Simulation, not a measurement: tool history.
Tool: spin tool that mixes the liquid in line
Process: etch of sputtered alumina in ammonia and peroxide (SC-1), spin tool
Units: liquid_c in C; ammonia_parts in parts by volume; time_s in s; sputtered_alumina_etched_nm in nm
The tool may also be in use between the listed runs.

{"run": 1, "hour": 0.0, "liquid_c": 57, "ammonia_parts": 0.45, "time_s": 40, "sputtered_alumina_etched_nm": 2.3615}
{"run": 2, "hour": 6.9, "liquid_c": 53, "ammonia_parts": 0.45, "time_s": 40, "sputtered_alumina_etched_nm": 1.9009}
{"run": 3, "hour": 12.5, "liquid_c": 53, "ammonia_parts": 0.55, "time_s": 40, "sputtered_alumina_etched_nm": 1.9609}
{"run": 4, "hour": 16.2, "liquid_c": 56, "ammonia_parts": 0.6, "time_s": 40, "sputtered_alumina_etched_nm": 2.2849}
{"run": 5, "hour": 22.1, "liquid_c": 56, "ammonia_parts": 0.6, "time_s": 40, "sputtered_alumina_etched_nm": 2.2955}
{"hour": 27.3, "done": "heated supply line repaired"}
{"run": 6, "hour": 27.3, "liquid_c": 56, "ammonia_parts": 0.7, "time_s": 40, "sputtered_alumina_etched_nm": 2.6612}

The next listed run, before its measurement:
{"run": 7, "hour": 32.0, "liquid_c": 58, "ammonia_parts": 0.7, "time_s": 40, "sputtered_alumina_etched_nm": "?"}

{"run 7": {"sputtered_alumina_etched_nm": 2.9541}}
